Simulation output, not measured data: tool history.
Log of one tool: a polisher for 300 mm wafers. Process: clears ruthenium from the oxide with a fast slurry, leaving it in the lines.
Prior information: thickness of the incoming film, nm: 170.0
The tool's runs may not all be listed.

run    day  flow of slurry (ml/min)  pressure of the wafer on the pad (kPa)  speed of the pad under the wafer (cm/s)  abrasive content of the slurry  overpolish time after the end point (s)  time until the end point was called (s)  dishing of a wide line in a test structure (nm)
  1  0.000                      265                                    20.7                                       80                             1.0                                       15                                   39.905                                           57.095
  2  0.179                      265                                    21.4                                       80                             1.0                                       17                                   38.706                                           65.597
  3  0.467                      325                                    21.4                                       80                             1.0                                       17                                   38.019                                           66.517
  4  0.629                      375                                    21.4                                       80                             1.0                                       17                                   38.110                                           65.654
  5  0.767                      375                                    22.1                                       80                             1.0                                       18                                   36.318                                           69.614
  6  0.900                      375                                    22.1                                       80                             1.0                                       19                                   36.707                                           73.756
  7  1.271                      375                                    22.8                                       80                             1.0                                       20                                   35.138                                           79.271
  8  1.446                      375                                    22.8                                       80                             1.0                                       20                                   36.429                                           78.797
  9  1.500                      375                                    23.4                                       80                             1.0                                       21                                   35.315                                           83.580
 10  1.562                      375                                    24.1                                       80                             1.0                                       22                                   34.824                                           87.928
 11  1.650                      375                                    24.1                                       80                             1.0                                       23                                   34.296                                           90.157
 12  1.933                      375                                    24.1                                       80                             1.0                                       24                                   33.948                                           93.948

What will run 13 give?
 13  2.112                      375                                    24.8                                       80                             1.0                                       25                                        ?                                                ?

time until the end point was called (s): 33.532
dishing of a wide line in a test structure (nm): 97.307

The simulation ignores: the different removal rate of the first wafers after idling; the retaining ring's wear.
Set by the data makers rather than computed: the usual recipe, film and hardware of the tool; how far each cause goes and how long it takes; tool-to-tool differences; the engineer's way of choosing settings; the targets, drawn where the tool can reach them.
